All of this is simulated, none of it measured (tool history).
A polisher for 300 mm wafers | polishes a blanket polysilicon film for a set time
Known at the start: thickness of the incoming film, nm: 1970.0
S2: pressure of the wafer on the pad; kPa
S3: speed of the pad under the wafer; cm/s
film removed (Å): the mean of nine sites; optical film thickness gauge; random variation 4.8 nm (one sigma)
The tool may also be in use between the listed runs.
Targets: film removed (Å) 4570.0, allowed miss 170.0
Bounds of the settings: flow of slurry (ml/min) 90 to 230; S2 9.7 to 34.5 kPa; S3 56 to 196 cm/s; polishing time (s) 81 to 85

Run 1, day 0.000: flow of slurry (ml/min) 150, S2 22.1 kPa, S3 126 cm/s, polishing time (s) 81. Result: film removed (Å) 8229.3.
Run 2, day 0.342: flow of slurry (ml/min) 150, S2 22.1 kPa, S3 156 cm/s, polishing time (s) 81. Result: film removed (Å) 10056.0.
Run 3, day 0.675: flow of slurry (ml/min) 145, S2 19.3 kPa, S3 150 cm/s, polishing time (s) 81. Result: film removed (Å) 8563.6.
Run 4, day 0.967: flow of slurry (ml/min) 145, S2 19.3 kPa, S3 150 cm/s, polishing time (s) 85. Result: film removed (Å) 8915.7.
Run 5, day 1.162: flow of slurry (ml/min) 120, S2 19.3 kPa, S3 150 cm/s, polishing time (s) 85. Result: film removed (Å) 8495.4.
Run 6, day 1.433: flow of slurry (ml/min) 145, S2 19.3 kPa, S3 150 cm/s, polishing time (s) 85. Result: film removed (Å) 8789.7.
Run 7, day 1.679: flow of slurry (ml/min) 140, S2 17.2 kPa, S3 146 cm/s, polishing time (s) 85. Result: film removed (Å) 7919.6.
Run 8, day 1.871: flow of slurry (ml/min) 135, S2 15.9 kPa, S3 140 cm/s, polishing time (s) 85. Result: film removed (Å) 6899.6.
Run 9, day 1.912: flow of slurry (ml/min) 135, S2 15.9 kPa, S3 140 cm/s, polishing time (s) 85. Result: film removed (Å) 6823.8.

Which of these 5 next moves meets every target?
Run A, day 1.954: flow of slurry (ml/min) 140, S2 16.5 kPa, S3 94 cm/s, polishing time (s) 81. Result: film removed (Å) ?.
Run B, day 1.954: flow of slurry (ml/min) 135, S2 10.3 kPa, S3 136 cm/s, polishing time (s) 81. Result: film removed (Å) ?.
Run C, day 1.954: flow of slurry (ml/min) 95, S2 9.7 kPa, S3 156 cm/s, polishing time (s) 81. Result: film removed (Å) ?.
Run D, day 1.954: flow of slurry (ml/min) 145, S2 9.7 kPa, S3 146 cm/s, polishing time (s) 81. Result: film removed (Å) ?.
Run E, day 1.954: flow of slurry (ml/min) 90, S2 12.4 kPa, S3 124 cm/s, polishing time (s) 81. Result: film removed (Å) ?.

move  film removed (Å)
   A            4576.4
   B            4155.8
   C            4111.1
   D            4230.2
   E            4104.9
A: meets every target
B: takes the result that was furthest off past its target
C: takes the result that was furthest off past its target
D: takes the result that was furthest off past its target
E: takes the result that was furthest off past its target
Move A is the one to make.

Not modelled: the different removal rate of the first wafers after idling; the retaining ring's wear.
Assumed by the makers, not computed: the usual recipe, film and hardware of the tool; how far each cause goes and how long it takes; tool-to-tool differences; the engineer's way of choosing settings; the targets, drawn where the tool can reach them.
